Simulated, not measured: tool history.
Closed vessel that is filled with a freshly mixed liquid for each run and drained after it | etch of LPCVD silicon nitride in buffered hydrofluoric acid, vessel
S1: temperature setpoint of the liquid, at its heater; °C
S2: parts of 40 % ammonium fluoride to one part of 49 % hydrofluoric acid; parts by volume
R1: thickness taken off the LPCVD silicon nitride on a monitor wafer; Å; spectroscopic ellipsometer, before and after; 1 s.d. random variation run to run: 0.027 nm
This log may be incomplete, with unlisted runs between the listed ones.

run 1 hour=0 | S1=23 S2=12 time_in_the_liquid_(s)=995 | R1=117.83
run 2 hour=1.6 | S1=22 S2=12 time_in_the_liquid_(s)=995 | R1=112.64
run 3 hour=5.4 | S1=21.5 S2=12 time_in_the_liquid_(s)=995 | R1=109.25
run 4 hour=12 | S1=23 S2=12 time_in_the_liquid_(s)=995 | R1=118.22
run 5 hour=15.8 | S1=23 S2=12 time_in_the_liquid_(s)=790 | R1=94.327
run 6 hour=25.5 | S1=22 S2=12 time_in_the_liquid_(s)=790 | R1=88.512
run 7 hour=29.1 | S1=21.5 S2=12 time_in_the_liquid_(s)=790 | R1=86.105

Expected results for the next run?
run 8 hour=31 | S1=20.5 S2=12 time_in_the_liquid_(s)=790 | R1=?

{"run 8": {"R1": 81.491}}

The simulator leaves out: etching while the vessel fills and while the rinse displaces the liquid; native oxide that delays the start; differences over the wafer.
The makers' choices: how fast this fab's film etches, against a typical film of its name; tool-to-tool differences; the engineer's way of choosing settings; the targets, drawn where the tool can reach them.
